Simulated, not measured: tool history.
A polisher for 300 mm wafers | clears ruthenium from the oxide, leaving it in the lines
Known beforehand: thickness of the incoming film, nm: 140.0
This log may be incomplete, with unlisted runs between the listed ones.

| run | day | flow of slurry (ml/min) | pressure of the wafer on the pad (kPa) | speed of the pad under the wafer (m/s) | overpolish time after the end point (s) | time until the end point was called (s) |
|---|---|---|---|---|---|---|
| 1 | 0 | 220 | 15.2 | 0.8 | 51 | 116.09 |
| 2 | 0.288 | 220 | 12.4 | 0.8 | 51 | 141.31 |
| 3 | 0.562 | 275 | 12.4 | 0.8 | 51 | 138.42 |
| 4 | 0.654 | 275 | 12.4 | 0.8 | 55 | 137.82 |
| 5 | 0.783 | 275 | 11.7 | 0.8 | 55 | 145.64 |
| 6 | 1.029 | 275 | 11.7 | 0.8 | 55 | 145.03 |
| 7 | 1.071 | 275 | 11.7 | 0.8 | 55 | 143.22 |

Predict the results of run 8:
| 8 | 1.196 | 275 | 11 | 0.8 | 55 | ? |

Run 8 measured time until the end point was called (s) 155.11.
